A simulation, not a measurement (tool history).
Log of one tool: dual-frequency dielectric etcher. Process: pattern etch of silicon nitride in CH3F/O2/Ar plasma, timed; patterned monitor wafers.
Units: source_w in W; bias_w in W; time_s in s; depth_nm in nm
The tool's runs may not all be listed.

run 1 day=0 | source_w=440 bias_w=56 time_s=64 | depth_nm=43.91
run 2 day=0.125 | source_w=460 bias_w=57 time_s=64 | depth_nm=45.32
run 3 day=0.238 | source_w=480 bias_w=57 time_s=64 | depth_nm=46.128
run 4 day=0.308 | source_w=500 bias_w=57 time_s=64 | depth_nm=46.552
-- day=0.371 source power generator calibrated
run 5 day=0.371 | source_w=420 bias_w=57 time_s=64 | depth_nm=44.128
run 6 day=0.55 | source_w=440 bias_w=58 time_s=64 | depth_nm=45.486
run 7 day=0.846 | source_w=460 bias_w=59 time_s=64 | depth_nm=46.876
run 8 day=1.092 | source_w=480 bias_w=59 time_s=64 | depth_nm=47.449
run 9 day=1.454 | source_w=490 bias_w=59 time_s=64 | depth_nm=47.536
run 10 day=1.821 | source_w=500 bias_w=59 time_s=64 | depth_nm=48.222
run 11 day=2.129 | source_w=510 bias_w=59 time_s=64 | depth_nm=48.819
run 12 day=2.408 | source_w=520 bias_w=59 time_s=64 | depth_nm=49.218
run 13 day=2.475 | source_w=530 bias_w=59 time_s=64 | depth_nm=49.354

The next listed run, before its measurement:
run 14 day=2.667 | source_w=540 bias_w=59 time_s=64 | depth_nm=?

Run 14 gave depth_nm 50.377 nm.

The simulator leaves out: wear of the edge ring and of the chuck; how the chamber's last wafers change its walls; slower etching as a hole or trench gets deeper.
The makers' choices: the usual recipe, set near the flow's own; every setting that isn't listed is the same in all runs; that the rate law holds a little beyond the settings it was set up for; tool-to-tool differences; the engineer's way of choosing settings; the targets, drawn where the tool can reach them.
